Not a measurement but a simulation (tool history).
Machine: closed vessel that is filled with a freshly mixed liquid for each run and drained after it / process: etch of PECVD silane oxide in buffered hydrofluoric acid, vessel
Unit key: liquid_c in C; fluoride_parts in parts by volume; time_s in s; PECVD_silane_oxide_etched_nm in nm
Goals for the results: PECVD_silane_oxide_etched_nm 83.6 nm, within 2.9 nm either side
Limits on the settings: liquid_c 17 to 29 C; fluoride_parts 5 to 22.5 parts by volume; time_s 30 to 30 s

| run | hour | liquid_c | fluoride_parts | time_s | PECVD_silane_oxide_etched_nm |
|---|---|---|---|---|---|
| 1 | 0 | 21 | 13.5 | 30 | 36.202 |
| 2 | 4.9 | 18 | 13.5 | 30 | 30.927 |
| 3 | 13.1 | 21.5 | 13.5 | 30 | 37.445 |
| 4 | 16.2 | 23.5 | 12 | 30 | 46.678 |
| 5 | 20 | 25 | 11 | 30 | 55.107 |
| 6 | 28.5 | 25 | 11 | 30 | 55.28 |
| 7 | 36 | 29 | 7.5 | 30 | 99.031 |
| 8 | 42.2 | 28.5 | 7.5 | 30 | 94.044 |
| 9 | 47.1 | 28 | 7.5 | 30 | 91.851 |
| 10 | 52.1 | 27.5 | 7.5 | 30 | 91.039 |
| 11 | 57.6 | 27 | 7.5 | 30 | 90.023 |

Exactly one of the 5 candidate moves below puts every result within its allowed miss. Which one?
| A | 63.1 | 28.5 | 8.5 | 30 | ? |
| B | 63.1 | 24 | 6 | 30 | ? |
| C | 63.1 | 28.5 | 8 | 30 | ? |
| D | 63.1 | 26 | 8 | 30 | ? |
| E | 63.1 | 28 | 7.5 | 30 | ? |

| move | PECVD_silane_oxide_etched_nm |
|---|---|
| A | 83.108 |
| B | 92.023 |
| C | 88.746 |
| D | 77.67 |
| E | 92.668 |
A: each result inside its tolerance
B: misses by more than the last run did
C: closer than the last run, but not yet in spec
D: carries the result that was furthest off beyond its target, to the other side
E: misses by more than the last run did
So the answer is move A, the one that meets all the targets.

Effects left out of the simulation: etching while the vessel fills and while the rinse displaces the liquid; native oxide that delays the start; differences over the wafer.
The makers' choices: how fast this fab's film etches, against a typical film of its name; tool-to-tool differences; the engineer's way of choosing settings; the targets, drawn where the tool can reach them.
